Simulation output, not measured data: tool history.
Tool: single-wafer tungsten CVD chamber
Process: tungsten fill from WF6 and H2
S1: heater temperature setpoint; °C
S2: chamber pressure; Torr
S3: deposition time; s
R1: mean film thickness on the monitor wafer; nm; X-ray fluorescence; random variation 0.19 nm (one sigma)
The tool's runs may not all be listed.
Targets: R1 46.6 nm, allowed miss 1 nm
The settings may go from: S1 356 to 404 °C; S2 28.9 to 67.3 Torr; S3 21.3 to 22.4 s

run,hour,S1,S2,S3,R1
1,0,380,48.1,22.4,51.559
2,0.6,380,48.1,21.3,49.478
3,6.2,380,53.6,21.3,51.648
4,7.2,380,47.3,21.3,48.679
5,8.3,380,39,21.3,45.046
6,10.2,370,39,21.3,36.108
7,12.5,373,39.1,21.3,38.709
8,20.6,375,39.2,21.3,40.459
9,27.7,377,39.3,21.3,42.452
10,30.8,378,39.3,21.3,43.004
11,33.1,379,39.3,21.3,43.656
12,41.1,380,39.3,21.3,44.569

4 next moves are on the table. One of them brings every result within its allowed miss. Which?
A,49.1,381,39.7,22.4,?
B,49.1,380,36.7,21.3,?
C,49.1,376,46.2,22.2,?
D,49.1,384,31.3,21.8,?

move,R1
A,48.689
B,43.772
C,46.417
D,45.325
A: takes the result that was furthest off past its target
B: further off than the last run
C: meets every target
D: nearer than the last run, and not there yet
Move C is the one to make.
